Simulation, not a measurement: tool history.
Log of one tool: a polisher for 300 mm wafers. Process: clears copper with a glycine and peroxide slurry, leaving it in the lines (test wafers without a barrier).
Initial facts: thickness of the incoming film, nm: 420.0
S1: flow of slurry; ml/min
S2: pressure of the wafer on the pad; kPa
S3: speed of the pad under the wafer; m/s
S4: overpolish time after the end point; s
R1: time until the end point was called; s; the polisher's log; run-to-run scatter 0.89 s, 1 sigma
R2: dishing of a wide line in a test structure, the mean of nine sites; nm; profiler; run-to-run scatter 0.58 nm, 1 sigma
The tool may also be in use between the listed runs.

run 1 hour=0 | S1=155 S2=13.1 S3=0.98 S4=10 | R1=100.03 R2=25.297
run 2 hour=4 | S1=175 S2=13.1 S3=0.98 S4=10 | R1=97.583 R2=26.053
run 3 hour=5.6 | S1=170 S2=14.5 S3=1 S4=11 | R1=90.754 R2=29.542
run 4 hour=9.4 | S1=170 S2=15.9 S3=1.04 S4=12 | R1=82.363 R2=33.827
run 5 hour=14.7 | S1=170 S2=16.5 S3=1.06 S4=13 | R1=77.096 R2=36.822
run 6 hour=15.5 | S1=170 S2=17.2 S3=1.06 S4=14 | R1=74.833 R2=39.319
run 7 hour=23.3 | S1=175 S2=17.9 S3=1.08 S4=14 | R1=72.872 R2=40.36
run 8 hour=29.7 | S1=175 S2=17.9 S3=1.1 S4=14 | R1=69.951 R2=41.264
run 9 hour=35.4 | S1=175 S2=18.6 S3=1.12 S4=15 | R1=69.396 R2=43.661
run 10 hour=43.3 | S1=175 S2=19.3 S3=1.12 S4=15 | R1=66.016 R2=45.713

What will run 11 give?
run 11 hour=50.2 | S1=175 S2=19.3 S3=1.12 S4=16 | R1=? R2=?

Run 11 measured R1 66.553 s, R2 46.496 nm.

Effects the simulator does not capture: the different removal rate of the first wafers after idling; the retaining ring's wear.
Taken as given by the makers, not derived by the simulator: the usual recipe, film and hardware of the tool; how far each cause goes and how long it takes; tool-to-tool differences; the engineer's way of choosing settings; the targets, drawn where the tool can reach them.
